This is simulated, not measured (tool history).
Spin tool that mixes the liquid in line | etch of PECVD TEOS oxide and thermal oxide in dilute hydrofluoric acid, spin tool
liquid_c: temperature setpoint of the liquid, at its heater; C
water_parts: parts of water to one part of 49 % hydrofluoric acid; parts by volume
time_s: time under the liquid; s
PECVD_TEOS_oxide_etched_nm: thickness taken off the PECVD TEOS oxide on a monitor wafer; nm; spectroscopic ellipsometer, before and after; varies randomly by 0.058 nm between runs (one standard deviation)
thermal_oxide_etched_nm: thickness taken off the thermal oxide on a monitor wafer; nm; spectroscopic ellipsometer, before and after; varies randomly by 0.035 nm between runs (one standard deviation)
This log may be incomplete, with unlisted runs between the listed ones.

Run 1, hour 0.0: liquid_c 21.0 C, water_parts 225 parts by volume, time_s 180 s. Result: PECVD_TEOS_oxide_etched_nm 5.0918 nm, thermal_oxide_etched_nm 2.6736 nm.
Run 2, hour 9.0: liquid_c 21.0 C, water_parts 225 parts by volume, time_s 125 s. Result: PECVD_TEOS_oxide_etched_nm 3.4847 nm, thermal_oxide_etched_nm 1.8611 nm.
Run 3, hour 14.6: liquid_c 19.5 C, water_parts 225 parts by volume, time_s 125 s. Result: PECVD_TEOS_oxide_etched_nm 3.3620 nm, thermal_oxide_etched_nm 1.7273 nm.
Run 4, hour 15.9: liquid_c 19.5 C, water_parts 155 parts by volume, time_s 125 s. Result: PECVD_TEOS_oxide_etched_nm 5.2246 nm, thermal_oxide_etched_nm 2.7293 nm.
Run 5, hour 16.7: liquid_c 20.0 C, water_parts 150 parts by volume, time_s 125 s. Result: PECVD_TEOS_oxide_etched_nm 5.5662 nm, thermal_oxide_etched_nm 2.8901 nm.
Run 6, hour 22.1: liquid_c 20.5 C, water_parts 150 parts by volume, time_s 125 s. Result: PECVD_TEOS_oxide_etched_nm 5.6243 nm, thermal_oxide_etched_nm 2.9468 nm.

The next listed run, before its measurement:
Run 7, hour 25.9: liquid_c 21.0 C, water_parts 150 parts by volume, time_s 125 s. Result: PECVD_TEOS_oxide_etched_nm ?, thermal_oxide_etched_nm ?.

For run 7 the tool returned PECVD_TEOS_oxide_etched_nm 5.8099 nm, thermal_oxide_etched_nm 2.9628 nm.
